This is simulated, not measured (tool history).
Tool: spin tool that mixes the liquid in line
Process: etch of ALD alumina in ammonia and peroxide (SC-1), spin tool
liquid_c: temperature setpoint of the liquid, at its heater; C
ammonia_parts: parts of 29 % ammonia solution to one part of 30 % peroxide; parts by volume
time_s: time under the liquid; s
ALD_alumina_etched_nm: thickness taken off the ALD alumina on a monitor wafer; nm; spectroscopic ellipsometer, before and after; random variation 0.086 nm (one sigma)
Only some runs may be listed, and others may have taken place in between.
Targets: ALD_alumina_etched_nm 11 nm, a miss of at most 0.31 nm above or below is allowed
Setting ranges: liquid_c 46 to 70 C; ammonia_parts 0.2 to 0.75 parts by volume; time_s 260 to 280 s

run,hour,liquid_c,ammonia_parts,time_s,ALD_alumina_etched_nm
1,0,62,0.45,260,23.123
2,4.1,57.5,0.45,260,18.259
3,9.9,54.5,0.45,260,15.433
4,13.9,54.5,0.55,260,15.544
5,15.3,54.5,0.55,260,15.886
# hour 22.2: thermometer replaced
6,22.2,52.5,0.55,260,12.556
7,26.1,52,0.55,260,12.341
8,31.1,51.5,0.55,260,11.894
9,38.3,51,0.55,260,11.507

5 candidate next runs follow, results not yet known. Just one meets every target within its allowed miss. Identify it.
A,45.5,50.5,0.35,280,?
B,45.5,50,0.55,275,?
C,45.5,52,0.55,265,?
D,45.5,52.5,0.5,260,?
E,45.5,49.5,0.65,265,?

move,ALD_alumina_etched_nm
A,11.585
B,11.556
C,12.422
D,12.409
E,11.007
A: the biggest miss grows against the last run
B: the biggest miss grows against the last run
C: the biggest miss grows against the last run
D: the biggest miss grows against the last run
E: each result inside its tolerance
Move E is the one to make.
